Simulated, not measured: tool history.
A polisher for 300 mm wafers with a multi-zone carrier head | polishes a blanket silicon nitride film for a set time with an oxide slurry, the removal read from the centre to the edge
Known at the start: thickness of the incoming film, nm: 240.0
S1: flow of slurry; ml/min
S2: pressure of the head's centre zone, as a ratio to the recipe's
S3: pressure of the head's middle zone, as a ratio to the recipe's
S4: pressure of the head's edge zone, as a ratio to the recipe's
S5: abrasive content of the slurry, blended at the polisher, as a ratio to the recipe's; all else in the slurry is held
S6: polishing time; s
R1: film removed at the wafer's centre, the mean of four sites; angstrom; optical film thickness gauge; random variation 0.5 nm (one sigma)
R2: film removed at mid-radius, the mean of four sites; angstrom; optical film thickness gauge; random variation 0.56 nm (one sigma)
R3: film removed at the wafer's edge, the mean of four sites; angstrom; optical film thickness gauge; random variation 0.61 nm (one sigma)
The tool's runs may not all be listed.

run 1 hour=0.0 | S1=250 S2=1.00 S3=1.00 S4=1.00 S5=1.00 S6=48 | R1=300.66 R2=288.00 R3=279.53
run 2 hour=8.6 | S1=255 S2=1.02 S3=1.01 S4=1.03 S5=1.15 S6=50 | R1=341.39 R2=324.34 R3=317.11
run 3 hour=14.2 | S1=260 S2=1.04 S3=1.02 S4=1.05 S5=1.25 S6=51 | R1=366.03 R2=339.59 R3=346.07
run 4 hour=17.3 | S1=265 S2=1.07 S3=1.05 S4=1.05 S5=1.30 S6=52 | R1=382.32 R2=364.88 R3=353.85
run 5 hour=24.5 | S1=270 S2=1.09 S3=1.05 S4=1.05 S5=1.35 S6=53 | R1=408.22 R2=374.64 R3=355.79
run 6 hour=29.2 | S1=270 S2=1.09 S3=1.05 S4=1.05 S5=1.15 S6=53 | R1=394.68 R2=349.96 R3=344.04

Run 7 comes next. What will it give?
run 7 hour=37.5 | S1=275 S2=1.11 S3=1.07 S4=1.07 S5=1.25 S6=53 | R1=? R2=? R3=?

{"run 7": {"R1": 412.3, "R2": 369.58, "R3": 354.11}}

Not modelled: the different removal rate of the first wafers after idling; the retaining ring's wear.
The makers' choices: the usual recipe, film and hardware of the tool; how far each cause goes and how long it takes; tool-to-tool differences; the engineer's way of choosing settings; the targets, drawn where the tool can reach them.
